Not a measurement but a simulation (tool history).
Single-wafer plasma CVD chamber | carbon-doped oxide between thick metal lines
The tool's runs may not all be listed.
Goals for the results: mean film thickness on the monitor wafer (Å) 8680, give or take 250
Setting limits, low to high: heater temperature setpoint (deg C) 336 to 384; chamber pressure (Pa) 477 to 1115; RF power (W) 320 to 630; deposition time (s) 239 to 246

| run | day | heater temperature setpoint (deg C) | chamber pressure (Pa) | RF power (W) | deposition time (s) | mean film thickness on the monitor wafer (Å) |
|---|---|---|---|---|---|---|
| 1 | 0 | 360 | 796 | 475 | 239 | 11756 |
| 2 | 0.175 | 360 | 796 | 445 | 239 | 11263 |
| 3 | 0.262 | 364 | 751 | 420 | 239 | 10570 |
| 4 | 0.496 | 365 | 724 | 400 | 239 | 10103 |
| 5 | 0.558 | 366 | 696 | 390 | 239 | 9833.3 |
| 6 | 0.646 | 367 | 668 | 380 | 239 | 9518.3 |
| 7 | 0.708 | 368 | 643 | 375 | 239 | 9370.9 |
| 8 | 0.921 | 369 | 621 | 370 | 239 | 9213.5 |
| 9 | 1.117 | 369 | 621 | 370 | 239 | 9229.4 |
| 10 | 1.446 | 370 | 605 | 365 | 239 | 9063.8 |
| 11 | 1.683 | 373 | 549 | 340 | 239 | 8390 |

Which of these 4 next moves meets every target?
| A | 1.921 | 382 | 565 | 380 | 246 | ? |
| B | 1.921 | 376 | 640 | 370 | 246 | ? |
| C | 1.921 | 370 | 561 | 350 | 239 | ? |
| D | 1.921 | 373 | 516 | 320 | 242 | ? |

| move | mean film thickness on the monitor wafer (Å) |
|---|---|
| A | 9391.6 |
| B | 9446.3 |
| C | 8734.4 |
| D | 8088.7 |
A: takes the result that was furthest off past its target
B: takes the result that was furthest off past its target
C: in spec on every target
D: the biggest miss grows against the last run
C meets every target.

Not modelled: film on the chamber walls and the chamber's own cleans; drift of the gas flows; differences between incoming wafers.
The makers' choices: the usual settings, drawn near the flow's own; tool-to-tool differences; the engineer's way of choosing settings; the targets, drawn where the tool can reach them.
